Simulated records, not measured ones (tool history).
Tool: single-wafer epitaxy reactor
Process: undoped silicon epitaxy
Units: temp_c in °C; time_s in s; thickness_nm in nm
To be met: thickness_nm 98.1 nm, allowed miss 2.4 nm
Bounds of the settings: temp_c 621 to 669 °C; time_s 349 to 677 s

| run | hour | temp_c | time_s | thickness_nm |
|---|---|---|---|---|
| 1 | 0 | 645 | 513 | 81.069 |
| 2 | 3.3 | 645 | 459 | 72.181 |
| 3 | 6 | 649 | 460 | 77.647 |
| 4 | 8.4 | 649 | 405 | 69.004 |
| 5 | 11.7 | 649 | 471 | 79.959 |
| 6 | 14.8 | 652 | 472 | 84.711 |
| 7 | 21.9 | 654 | 473 | 88.243 |
| 8 | 23.4 | 655 | 473 | 90.062 |

5 next moves are on the table. One of them brings every result within its allowed miss. Which?
| A | 24.9 | 661 | 406 | ? |
| B | 24.9 | 652 | 518 | ? |
| C | 24.9 | 661 | 459 | ? |
| D | 24.9 | 647 | 477 | ? |
| E | 24.9 | 650 | 471 | ? |

| move | thickness_nm |
|---|---|
| A | 86.884 |
| B | 93.46 |
| C | 98.226 |
| D | 78.178 |
| E | 81.785 |
A: further off than the last run
B: nearer than the last run, and not there yet
C: meets every target
D: further off than the last run
E: further off than the last run
Move C is the one to make.
